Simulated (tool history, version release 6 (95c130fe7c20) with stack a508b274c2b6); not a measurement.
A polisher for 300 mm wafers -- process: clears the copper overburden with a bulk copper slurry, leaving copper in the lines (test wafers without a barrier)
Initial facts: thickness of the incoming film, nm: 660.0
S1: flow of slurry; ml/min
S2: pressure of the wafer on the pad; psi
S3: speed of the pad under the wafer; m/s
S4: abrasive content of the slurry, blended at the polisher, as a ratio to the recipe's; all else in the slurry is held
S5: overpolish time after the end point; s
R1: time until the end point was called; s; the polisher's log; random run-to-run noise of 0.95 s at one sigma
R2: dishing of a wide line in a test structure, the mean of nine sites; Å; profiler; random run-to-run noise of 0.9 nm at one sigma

run	day	S1	S2	S3	S4	S5	R1	R2
1	0	150	2.6	1.12	1	13	63.658	752.92
2	0.179	145	2.5	1.12	1	14	67.318	775.93
3	0.467	145	2.5	1.12	0.8	14	70.271	760.11
4	0.604	145	3.1	1.12	0.8	14	57.015	907.31
5	0.888	145	3.1	1.12	1	14	54.571	949.21
6	1.258	140	2.9	1.1	1	15	59.912	925.37

Estimate the outcome of run 7 from the log above:
7	1.371	135	2.8	1.1	1	16	?	?

R1: 61.248 s
R2: 915.72 Å

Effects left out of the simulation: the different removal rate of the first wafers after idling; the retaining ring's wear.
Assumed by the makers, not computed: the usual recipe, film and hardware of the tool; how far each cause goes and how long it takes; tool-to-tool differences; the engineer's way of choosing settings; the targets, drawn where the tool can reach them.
